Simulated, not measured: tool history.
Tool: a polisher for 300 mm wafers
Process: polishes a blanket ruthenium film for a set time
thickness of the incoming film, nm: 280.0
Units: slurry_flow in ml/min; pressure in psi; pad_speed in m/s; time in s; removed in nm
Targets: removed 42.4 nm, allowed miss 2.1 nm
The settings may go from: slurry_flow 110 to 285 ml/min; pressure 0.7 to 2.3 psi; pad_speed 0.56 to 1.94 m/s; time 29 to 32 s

{"run": 1, "hour": 0.0, "slurry_flow": 180, "pressure": 1.5, "pad_speed": 1.24, "time": 32, "removed": 27.226}
{"run": 2, "hour": 8.3, "slurry_flow": 180, "pressure": 1.5, "pad_speed": 1.38, "time": 32, "removed": 29.821}
{"run": 3, "hour": 9.4, "slurry_flow": 180, "pressure": 1.6, "pad_speed": 1.4, "time": 32, "removed": 32.783}
{"run": 4, "hour": 13.6, "slurry_flow": 180, "pressure": 1.7, "pad_speed": 1.4, "time": 32, "removed": 34.07}
{"run": 5, "hour": 20.7, "slurry_flow": 180, "pressure": 1.4, "pad_speed": 1.4, "time": 32, "removed": 29.079}
{"run": 6, "hour": 22.0, "slurry_flow": 180, "pressure": 1.4, "pad_speed": 1.4, "time": 32, "removed": 29.067}
{"run": 7, "hour": 30.1, "slurry_flow": 180, "pressure": 1.6, "pad_speed": 1.42, "time": 32, "removed": 33.546}
{"run": 8, "hour": 31.8, "slurry_flow": 180, "pressure": 1.7, "pad_speed": 1.42, "time": 32, "removed": 34.711}

4 next moves are on the table. One of them brings every result within its allowed miss. Which?
{"run": "A", "hour": 33.5, "slurry_flow": 145, "pressure": 2.3, "pad_speed": 1.6, "time": 31, "removed": "?"}
{"run": "B", "hour": 33.5, "slurry_flow": 210, "pressure": 2.2, "pad_speed": 1.62, "time": 29, "removed": "?"}
{"run": "C", "hour": 33.5, "slurry_flow": 165, "pressure": 1.9, "pad_speed": 1.52, "time": 30, "removed": "?"}
{"run": "D", "hour": 33.5, "slurry_flow": 175, "pressure": 1.9, "pad_speed": 1.56, "time": 32, "removed": "?"}

move=A removed=46.646
move=B removed=45.127
move=C removed=37.147
move=D removed=41.045
A: takes the result that was furthest off past its target
B: takes the result that was furthest off past its target
C: nearer than the last run, and not there yet
D: meets every target
The right move is D.

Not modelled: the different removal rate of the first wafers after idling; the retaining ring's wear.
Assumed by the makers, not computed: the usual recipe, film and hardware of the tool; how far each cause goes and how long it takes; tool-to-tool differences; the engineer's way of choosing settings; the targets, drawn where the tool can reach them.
